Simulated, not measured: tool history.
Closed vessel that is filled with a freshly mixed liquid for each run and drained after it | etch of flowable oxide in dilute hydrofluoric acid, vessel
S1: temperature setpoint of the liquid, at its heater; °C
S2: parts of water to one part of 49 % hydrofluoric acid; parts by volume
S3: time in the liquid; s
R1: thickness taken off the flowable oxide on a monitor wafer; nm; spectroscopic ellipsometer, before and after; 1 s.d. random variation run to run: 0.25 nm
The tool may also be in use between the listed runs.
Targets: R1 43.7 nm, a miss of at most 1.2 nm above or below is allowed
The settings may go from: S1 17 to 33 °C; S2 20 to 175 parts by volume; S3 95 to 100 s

run  hour    S1  S2  S3      R1
  1     0    25  95  95  37.759
  2     4    25  75  95  48.679
  3   9.2    25  75  95  48.414
  4  10.2  24.5  75  95  47.665
  5  12.7    24  75  95  46.378
  6  14.6    27  75  95  52.456
  7  18.3    26  75  95  50.983
  8  24.6    25  75  95  49.063
  9    28    24  75  95  46.492
 10  33.3  23.5  75  95  45.479

4 candidate next runs follow, results not yet known. Just one meets every target within its allowed miss. Identify it.
  A  38.6  21.5  70  100   ?
  B  38.6    21  75  100   ?
  C  38.6    25  80  100   ?
  D  38.6    23  70   95   ?

move      R1
   A  48.542
   B  44.112
   C  48.352
   D  49.048
A: lands further from the targets than the last run did
B: every result within its allowed miss
C: lands further from the targets than the last run did
D: lands further from the targets than the last run did
Correct choice: B, which meets every target

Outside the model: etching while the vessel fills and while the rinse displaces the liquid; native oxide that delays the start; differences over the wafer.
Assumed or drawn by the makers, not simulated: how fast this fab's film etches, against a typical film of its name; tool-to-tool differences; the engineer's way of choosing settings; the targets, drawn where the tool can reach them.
